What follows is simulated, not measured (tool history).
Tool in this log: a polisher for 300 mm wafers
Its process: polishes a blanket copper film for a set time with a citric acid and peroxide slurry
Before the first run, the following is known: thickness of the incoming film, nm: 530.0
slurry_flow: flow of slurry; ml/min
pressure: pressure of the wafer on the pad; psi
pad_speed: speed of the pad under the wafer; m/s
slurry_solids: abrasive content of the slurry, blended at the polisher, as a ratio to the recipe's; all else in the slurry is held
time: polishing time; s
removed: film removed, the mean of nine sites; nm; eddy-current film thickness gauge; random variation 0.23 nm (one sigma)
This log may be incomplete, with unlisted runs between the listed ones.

Run 1, day 0.000: slurry_flow 165 ml/min, pressure 2.2 psi, pad_speed 1.10 m/s, slurry_solids 1.0, time 37 s. Result: removed 71.546 nm.
Run 2, day 0.033: slurry_flow 155 ml/min, pressure 1.9 psi, pad_speed 1.06 m/s, slurry_solids 1.0, time 37 s. Result: removed 62.764 nm.
Run 3, day 0.358: slurry_flow 155 ml/min, pressure 1.9 psi, pad_speed 1.06 m/s, slurry_solids 1.2, time 37 s. Result: removed 64.737 nm.
Run 4, day 0.592: slurry_flow 155 ml/min, pressure 1.6 psi, pad_speed 0.98 m/s, slurry_solids 1.2, time 37 s. Result: removed 54.474 nm.
Run 5, day 0.633: slurry_flow 150 ml/min, pressure 1.4 psi, pad_speed 0.92 m/s, slurry_solids 1.2, time 37 s. Result: removed 48.029 nm.
Run 6, day 0.979: slurry_flow 150 ml/min, pressure 1.0 psi, pad_speed 0.92 m/s, slurry_solids 1.2, time 37 s. Result: removed 40.062 nm.

What does the tool deliver on the next run?
Run 7, day 1.012: slurry_flow 145 ml/min, pressure 1.0 psi, pad_speed 0.88 m/s, slurry_solids 1.2, time 37 s. Result: removed ?.

For run 7 the tool returned removed 38.320 nm.
